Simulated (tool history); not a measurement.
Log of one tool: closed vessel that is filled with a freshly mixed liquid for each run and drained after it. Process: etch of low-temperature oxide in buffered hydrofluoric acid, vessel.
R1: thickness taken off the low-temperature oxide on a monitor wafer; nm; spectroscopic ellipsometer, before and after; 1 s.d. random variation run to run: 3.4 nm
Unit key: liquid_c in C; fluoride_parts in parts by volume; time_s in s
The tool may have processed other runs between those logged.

Run 1, day 0.000: liquid_c 25.0 C, fluoride_parts 22.5 parts by volume, time_s 105 s. Result: R1 165.84 nm.
Run 2, day 0.154: liquid_c 22.0 C, fluoride_parts 22.5 parts by volume, time_s 105 s. Result: R1 141.04 nm.
Run 3, day 0.333: liquid_c 22.0 C, fluoride_parts 25.0 parts by volume, time_s 105 s. Result: R1 131.14 nm.
Run 4, day 0.571: liquid_c 24.5 C, fluoride_parts 20.5 parts by volume, time_s 105 s. Result: R1 171.60 nm.
Run 5, day 0.712: liquid_c 26.5 C, fluoride_parts 17.0 parts by volume, time_s 105 s. Result: R1 233.06 nm.
Run 6, day 1.058: liquid_c 24.0 C, fluoride_parts 17.0 parts by volume, time_s 105 s. Result: R1 198.93 nm.
Run 7, day 1.400: liquid_c 26.0 C, fluoride_parts 15.5 parts by volume, time_s 105 s. Result: R1 245.73 nm.
Run 8, day 1.617: liquid_c 27.5 C, fluoride_parts 15.0 parts by volume, time_s 105 s. Result: R1 273.91 nm.
Run 9, day 1.875: liquid_c 28.5 C, fluoride_parts 14.5 parts by volume, time_s 105 s. Result: R1 299.63 nm.

Run 10 is up next; what results do you expect?
Run 10, day 1.933: liquid_c 29.5 C, fluoride_parts 14.5 parts by volume, time_s 105 s. Result: R1 ?.

R1: 318.24 nm

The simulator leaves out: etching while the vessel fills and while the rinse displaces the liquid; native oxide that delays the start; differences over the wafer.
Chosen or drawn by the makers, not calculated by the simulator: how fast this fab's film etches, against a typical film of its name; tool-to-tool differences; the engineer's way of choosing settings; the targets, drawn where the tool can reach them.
